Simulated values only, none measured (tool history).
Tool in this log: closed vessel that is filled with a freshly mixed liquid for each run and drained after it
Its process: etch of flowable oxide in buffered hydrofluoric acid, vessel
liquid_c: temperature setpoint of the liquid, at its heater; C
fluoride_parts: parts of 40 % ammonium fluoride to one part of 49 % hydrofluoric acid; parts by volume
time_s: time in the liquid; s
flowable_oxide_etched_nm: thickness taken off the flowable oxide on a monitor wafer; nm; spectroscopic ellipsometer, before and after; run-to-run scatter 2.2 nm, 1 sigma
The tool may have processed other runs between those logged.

run	hour	liquid_c	fluoride_parts	time_s	flowable_oxide_etched_nm
1	0	23	7.5	30	136.29
2	6.6	21.5	7.5	30	125.86
3	7.8	21.5	7.5	30	125.19
4	12.9	21.5	7.5	30	124.73
5	20	24.5	7	30	157.99
6	21.7	24.5	7	30	158.61
7	24.3	26.5	7	30	177.11
8	29.8	28	7	30	192.61

Run 9 is up next; what results do you expect?
9	38.5	31	6	30	?

{"run 9": {"flowable_oxide_etched_nm": 263.8}}
